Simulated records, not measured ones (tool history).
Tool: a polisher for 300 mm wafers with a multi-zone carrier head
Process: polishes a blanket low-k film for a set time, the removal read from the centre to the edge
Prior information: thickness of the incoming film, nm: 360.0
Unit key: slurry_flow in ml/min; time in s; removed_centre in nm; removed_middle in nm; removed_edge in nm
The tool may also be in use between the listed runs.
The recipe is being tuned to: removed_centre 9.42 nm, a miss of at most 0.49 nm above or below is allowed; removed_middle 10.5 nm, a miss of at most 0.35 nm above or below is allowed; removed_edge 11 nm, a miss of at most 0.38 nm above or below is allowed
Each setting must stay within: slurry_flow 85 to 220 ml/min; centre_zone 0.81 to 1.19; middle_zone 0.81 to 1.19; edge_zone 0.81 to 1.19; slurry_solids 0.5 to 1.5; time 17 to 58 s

| run | hour | slurry_flow | centre_zone | middle_zone | edge_zone | slurry_solids | time | removed_centre | removed_middle | removed_edge |
|---|---|---|---|---|---|---|---|---|---|---|
| 1 | 0 | 140 | 1 | 1 | 1 | 1 | 37 | 18.638 | 17.61 | 18.286 |
| 2 | 2.1 | 140 | 1 | 1.05 | 1 | 1 | 37 | 18.292 | 18.426 | 18.245 |
| 3 | 9 | 140 | 1.08 | 1.05 | 1 | 1 | 37 | 19.252 | 18.409 | 18.257 |
| 4 | 12.6 | 135 | 1.05 | 1.05 | 1.01 | 0.95 | 36 | 18.058 | 17.395 | 17.654 |
| 5 | 18.2 | 115 | 1.05 | 1.05 | 1.01 | 0.95 | 36 | 17.484 | 17.144 | 17.445 |
| 6 | 21.3 | 110 | 1.03 | 1.05 | 1.01 | 0.9 | 35 | 16.322 | 16.057 | 16.215 |
| 7 | 23.2 | 105 | 1 | 1.05 | 1.02 | 0.85 | 34 | 14.806 | 15.44 | 15.464 |
| 8 | 26.3 | 100 | 0.98 | 1.04 | 1.02 | 0.8 | 33 | 13.938 | 14.193 | 14.504 |
| 9 | 27.8 | 100 | 0.96 | 1.04 | 1.03 | 0.75 | 32 | 12.36 | 13.53 | 13.901 |
| 10 | 30.6 | 100 | 0.9 | 0.94 | 0.93 | 0.5 | 29 | 9.0826 | 9.5363 | 10.149 |
| 11 | 33.6 | 105 | 0.9 | 0.95 | 0.94 | 0.5 | 29 | 9.2118 | 9.6959 | 10.278 |
| 12 | 40.4 | 110 | 0.9 | 0.96 | 0.95 | 0.5 | 29 | 9.3508 | 9.7248 | 10.527 |
| 13 | 49 | 110 | 0.9 | 0.97 | 0.95 | 0.5 | 29 | 9.3309 | 9.82 | 10.338 |
| 14 | 57.6 | 110 | 0.9 | 0.97 | 0.95 | 0.5 | 29 | 9.2203 | 9.7433 | 10.299 |
| 15 | 63.6 | 110 | 0.9 | 0.98 | 0.96 | 0.5 | 29 | 9.4652 | 10.101 | 10.519 |

Consider the 4 candidate settings below. Which is the only one whose results all fall within their allowed miss of target?
| A | 69.6 | 110 | 0.95 | 0.92 | 1 | 0.6 | 28 | ? | ? | ? |
| B | 69.6 | 105 | 0.98 | 1.12 | 0.9 | 0.5 | 28 | ? | ? | ? |
| C | 69.6 | 160 | 0.87 | 0.91 | 0.84 | 0.5 | 29 | ? | ? | ? |
| D | 69.6 | 100 | 0.85 | 0.95 | 0.89 | 0.7 | 28 | ? | ? | ? |

| move | removed_centre | removed_middle | removed_edge |
|---|---|---|---|
| A | 10.23 | 9.8044 | 11.202 |
| B | 9.7572 | 10.699 | 9.8446 |
| C | 9.593 | 9.8889 | 10.349 |
| D | 9.5553 | 10.55 | 11.149 |
A: gets the furthest-off result to its target, but another result is out of tolerance
B: lands further from the targets than the last run did
C: lands further from the targets than the last run did
D: hits every target within its allowed miss
Move D is the one to make.

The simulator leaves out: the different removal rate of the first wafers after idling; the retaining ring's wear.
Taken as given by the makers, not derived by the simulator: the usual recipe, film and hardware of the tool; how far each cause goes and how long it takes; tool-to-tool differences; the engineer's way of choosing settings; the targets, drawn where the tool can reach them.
